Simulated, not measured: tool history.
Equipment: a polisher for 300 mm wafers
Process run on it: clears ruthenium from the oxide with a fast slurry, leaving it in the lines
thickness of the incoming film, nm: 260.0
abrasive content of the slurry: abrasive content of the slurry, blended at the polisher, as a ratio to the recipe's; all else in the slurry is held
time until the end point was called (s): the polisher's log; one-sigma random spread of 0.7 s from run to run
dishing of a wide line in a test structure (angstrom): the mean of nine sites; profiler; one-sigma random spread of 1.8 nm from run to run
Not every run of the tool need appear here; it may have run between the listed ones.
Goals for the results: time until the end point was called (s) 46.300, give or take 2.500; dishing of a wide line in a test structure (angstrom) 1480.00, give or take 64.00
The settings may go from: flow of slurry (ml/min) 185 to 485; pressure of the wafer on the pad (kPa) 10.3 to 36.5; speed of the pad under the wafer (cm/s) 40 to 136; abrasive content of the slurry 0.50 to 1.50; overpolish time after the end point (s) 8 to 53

| run | day | flow of slurry (ml/min) | pressure of the wafer on the pad (kPa) | speed of the pad under the wafer (cm/s) | abrasive content of the slurry | overpolish time after the end point (s) | time until the end point was called (s) | dishing of a wide line in a test structure (angstrom) |
|---|---|---|---|---|---|---|---|---|
| 1 | 0.000 | 310 | 23.4 | 88 | 1.00 | 27 | 65.788 | 790.46 |
| 2 | 0.358 | 310 | 23.4 | 74 | 1.00 | 27 | 76.683 | 701.51 |
| 3 | 0.550 | 250 | 23.4 | 74 | 1.00 | 27 | 77.920 | 691.12 |
| 4 | 0.700 | 250 | 18.6 | 74 | 1.00 | 27 | 98.098 | 578.61 |
| 5 | 0.829 | 220 | 18.6 | 74 | 1.00 | 27 | 101.080 | 556.10 |
| 6 | 1.204 | 220 | 23.4 | 74 | 1.00 | 30 | 80.552 | 757.78 |
| 7 | 1.267 | 220 | 26.9 | 74 | 1.00 | 32 | 69.102 | 874.62 |
| 8 | 1.396 | 220 | 29.6 | 74 | 1.00 | 34 | 62.120 | 969.16 |
| 9 | 1.508 | 220 | 31.7 | 76 | 1.00 | 36 | 58.625 | 1091.80 |
| 10 | 1.583 | 220 | 33.1 | 78 | 1.00 | 37 | 54.283 | 1158.70 |
| 11 | 1.721 | 220 | 36.5 | 82 | 1.00 | 43 | 46.179 | 1411.50 |

Consider the 5 candidate settings below. Which is the only one whose results all fall within their allowed miss of target?
| A | 1.858 | 185 | 35.9 | 88 | 1.15 | 36 | ? | ? |
| B | 1.858 | 220 | 35.2 | 82 | 1.05 | 39 | ? | ? |
| C | 1.858 | 210 | 36.5 | 82 | 1.00 | 38 | ? | ? |
| D | 1.858 | 190 | 36.5 | 90 | 0.85 | 41 | ? | ? |
| E | 1.858 | 235 | 36.5 | 86 | 0.90 | 46 | ? | ? |

| move | time until the end point was called (s) | dishing of a wide line in a test structure (angstrom) |
|---|---|---|
| A | 42.080 | 1343.30 |
| B | 47.064 | 1317.00 |
| C | 46.748 | 1301.10 |
| D | 47.468 | 1351.20 |
| E | 46.774 | 1459.20 |
A: misses by more than the last run did
B: misses by more than the last run did
C: misses by more than the last run did
D: misses by more than the last run did
E: hits every target within its allowed miss
The move that meets every target is E.
